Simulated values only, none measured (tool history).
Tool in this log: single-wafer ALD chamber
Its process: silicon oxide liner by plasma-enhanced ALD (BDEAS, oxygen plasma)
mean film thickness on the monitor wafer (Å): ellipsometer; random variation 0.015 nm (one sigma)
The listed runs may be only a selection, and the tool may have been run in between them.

| run | day | heater temperature setpoint (K) | number of ALD cycles (cycles) | mean film thickness on the monitor wafer (Å) |
|---|---|---|---|---|
| 1 | 0 | 593.15 | 64 | 56.113 |
| 2 | 0.362 | 589.15 | 64 | 56.619 |
| 3 | 0.525 | 589.15 | 55 | 48.734 |
| 4 | 0.875 | 589.15 | 62 | 54.714 |
| 5 | 1.229 | 587.15 | 65 | 57.494 |
| 6 | 1.562 | 586.15 | 67 | 59.566 |

Expected results for the next run?
| 7 | 1.771 | 585.15 | 69 | ? |

Run 7 yielded mean film thickness on the monitor wafer (Å) 61.407.
